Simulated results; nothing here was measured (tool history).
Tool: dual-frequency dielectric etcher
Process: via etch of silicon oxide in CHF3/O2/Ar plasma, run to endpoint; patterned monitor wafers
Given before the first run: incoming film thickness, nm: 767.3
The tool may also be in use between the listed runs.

{"run": 1, "hour": 0.0, "source power (kW)": 0.5, "bias power (kW)": 0.221, "endpoint time (s)": 390.48}
{"run": 2, "hour": 2.8, "source power (kW)": 0.54, "bias power (kW)": 0.223, "endpoint time (s)": 382.45}
{"run": 3, "hour": 5.0, "source power (kW)": 0.51, "bias power (kW)": 0.223, "endpoint time (s)": 389.67}
{"run": 4, "hour": 11.9, "source power (kW)": 0.51, "bias power (kW)": 0.204, "endpoint time (s)": 399.56}
{"run": 5, "hour": 20.8, "source power (kW)": 0.57, "bias power (kW)": 0.204, "endpoint time (s)": 384.33}
{"run": 6, "hour": 22.5, "source power (kW)": 0.57, "bias power (kW)": 0.219, "endpoint time (s)": 374.78}

Run 7, settings as shown, results not yet in. Your forecast:
{"run": 7, "hour": 30.7, "source power (kW)": 0.6, "bias power (kW)": 0.22, "endpoint time (s)": "?"}

{"run 7": {"endpoint time (s)": 368.19}}
